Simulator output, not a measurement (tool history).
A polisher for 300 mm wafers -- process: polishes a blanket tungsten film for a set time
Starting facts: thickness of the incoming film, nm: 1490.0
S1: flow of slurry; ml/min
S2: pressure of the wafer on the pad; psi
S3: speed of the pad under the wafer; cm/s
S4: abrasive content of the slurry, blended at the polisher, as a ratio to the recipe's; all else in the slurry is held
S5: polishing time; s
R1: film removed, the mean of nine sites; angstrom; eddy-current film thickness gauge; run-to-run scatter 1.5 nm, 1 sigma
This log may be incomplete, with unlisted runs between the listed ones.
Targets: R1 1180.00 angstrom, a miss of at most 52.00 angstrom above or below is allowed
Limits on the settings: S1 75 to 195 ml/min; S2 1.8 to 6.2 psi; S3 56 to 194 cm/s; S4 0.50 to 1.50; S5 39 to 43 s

run,hour,S1,S2,S3,S4,S5,R1
1,0.0,125,4.0,124,1.00,43,3083.20
2,5.0,125,4.0,150,1.00,43,3568.30
3,8.4,155,4.0,150,1.00,43,3718.60
4,9.4,155,3.1,150,1.00,43,2953.90
5,16.4,155,3.1,150,1.00,43,2921.60
6,21.0,155,2.9,138,1.00,43,2586.60
7,26.0,155,2.7,128,1.00,43,2228.50
8,32.9,155,2.6,120,1.00,43,2075.90
9,36.8,155,2.5,114,1.00,43,1914.20
10,45.2,155,2.4,108,1.00,43,1750.50
11,53.9,155,2.3,104,1.00,43,1589.50
12,57.9,135,1.8,88,1.00,43,1105.90

Of the 4 settings listed for the next run, only one would bring every result within its allowed miss of target. Which one?
A,61.9,140,1.8,106,1.00,39,?
B,61.9,115,1.8,88,1.25,42,?
C,61.9,150,1.8,92,1.15,39,?
D,61.9,130,1.9,66,1.30,43,?

move,R1
A,1166.70
B,1100.30
C,1095.30
D,992.85
A: meets every target
B: moves away from the targets compared with the last run
C: moves away from the targets compared with the last run
D: moves away from the targets compared with the last run
Go with A: it meets all targets.
